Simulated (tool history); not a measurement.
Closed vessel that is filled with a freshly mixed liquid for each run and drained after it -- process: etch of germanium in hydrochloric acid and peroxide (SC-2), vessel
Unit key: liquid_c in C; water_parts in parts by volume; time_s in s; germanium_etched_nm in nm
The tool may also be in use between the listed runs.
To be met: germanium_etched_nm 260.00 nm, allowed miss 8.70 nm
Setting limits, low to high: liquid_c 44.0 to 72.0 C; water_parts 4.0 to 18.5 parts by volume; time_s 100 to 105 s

run	hour	liquid_c	water_parts	time_s	germanium_etched_nm
1	0.0	60.0	10.5	100	337.07
2	0.8	58.0	10.5	100	317.07
3	9.6	58.0	10.5	100	313.88
4	15.1	56.5	10.5	100	306.03
5	17.3	56.5	7.5	100	311.30
6	24.0	55.0	7.5	100	299.21
7	26.8	54.0	7.5	100	288.55
8	30.8	53.0	7.5	100	282.16
9	38.2	52.5	7.5	100	280.66
10	44.3	52.0	7.5	100	273.95
11	46.9	51.5	7.5	100	270.57

Pick the move, out of 4, that brings all results within their allowed miss; only one does.
A	49.5	50.0	11.5	105	?
B	49.5	51.0	6.5	105	?
C	49.5	52.5	10.0	105	?
D	49.5	53.5	9.5	100	?

move	germanium_etched_nm
A	260.97
B	281.64
C	286.23
D	282.52
A: hits every target within its allowed miss
B: its largest miss is bigger than the last run's
C: its largest miss is bigger than the last run's
D: its largest miss is bigger than the last run's
Correct choice: A, which meets every target

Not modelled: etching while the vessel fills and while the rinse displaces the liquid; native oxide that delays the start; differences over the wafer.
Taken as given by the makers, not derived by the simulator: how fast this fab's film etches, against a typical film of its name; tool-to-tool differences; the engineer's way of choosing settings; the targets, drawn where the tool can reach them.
